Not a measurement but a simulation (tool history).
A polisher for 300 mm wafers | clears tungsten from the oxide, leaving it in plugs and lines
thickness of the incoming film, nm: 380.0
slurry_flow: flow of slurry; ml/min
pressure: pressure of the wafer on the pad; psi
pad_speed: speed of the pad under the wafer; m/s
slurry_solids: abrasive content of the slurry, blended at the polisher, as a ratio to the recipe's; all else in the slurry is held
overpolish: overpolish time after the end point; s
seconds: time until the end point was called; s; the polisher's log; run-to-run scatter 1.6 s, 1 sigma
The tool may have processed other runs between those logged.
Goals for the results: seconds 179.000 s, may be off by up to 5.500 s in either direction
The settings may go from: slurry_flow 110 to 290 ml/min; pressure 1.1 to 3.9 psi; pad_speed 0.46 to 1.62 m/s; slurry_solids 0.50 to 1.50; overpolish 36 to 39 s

{"run": 1, "hour": 0.0, "slurry_flow": 185, "pressure": 2.5, "pad_speed": 1.04, "slurry_solids": 1.0, "overpolish": 36, "seconds": 112.89}
{"run": 2, "hour": 8.5, "slurry_flow": 185, "pressure": 2.5, "pad_speed": 1.04, "slurry_solids": 1.0, "overpolish": 36, "seconds": 112.57}
{"run": 3, "hour": 11.8, "slurry_flow": 185, "pressure": 2.5, "pad_speed": 1.04, "slurry_solids": 0.8, "overpolish": 36, "seconds": 117.46}
{"run": 4, "hour": 13.4, "slurry_flow": 185, "pressure": 2.4, "pad_speed": 1.04, "slurry_solids": 0.8, "overpolish": 36, "seconds": 121.77}
{"run": 5, "hour": 19.2, "slurry_flow": 185, "pressure": 2.3, "pad_speed": 1.04, "slurry_solids": 0.8, "overpolish": 36, "seconds": 123.88}
{"run": 6, "hour": 25.6, "slurry_flow": 185, "pressure": 2.2, "pad_speed": 1.04, "slurry_solids": 0.8, "overpolish": 36, "seconds": 133.16}
{"run": 7, "hour": 29.4, "slurry_flow": 185, "pressure": 2.1, "pad_speed": 1.04, "slurry_solids": 0.8, "overpolish": 36, "seconds": 136.11}
{"run": 8, "hour": 32.3, "slurry_flow": 185, "pressure": 2.1, "pad_speed": 1.04, "slurry_solids": 0.8, "overpolish": 36, "seconds": 137.04}

4 candidate next runs follow, results not yet known. Just one meets every target within its allowed miss. Identify it.
{"run": "A", "hour": 35.2, "slurry_flow": 240, "pressure": 1.8, "pad_speed": 0.86, "slurry_solids": 0.95, "overpolish": 39, "seconds": "?"}
{"run": "B", "hour": 35.2, "slurry_flow": 195, "pressure": 2.5, "pad_speed": 1.08, "slurry_solids": 0.65, "overpolish": 36, "seconds": "?"}
{"run": "C", "hour": 35.2, "slurry_flow": 230, "pressure": 2.6, "pad_speed": 1.28, "slurry_solids": 1.05, "overpolish": 36, "seconds": "?"}
{"run": "D", "hour": 35.2, "slurry_flow": 190, "pressure": 1.8, "pad_speed": 1.06, "slurry_solids": 0.7, "overpolish": 36, "seconds": "?"}

move=A seconds=182.000
move=B seconds=118.510
move=C seconds=87.204
move=D seconds=161.330
A: hits every target within its allowed miss
B: misses by more than the last run did
C: misses by more than the last run did
D: nearer than the last run, and not there yet
So the answer is move A, the one that meets all the targets.
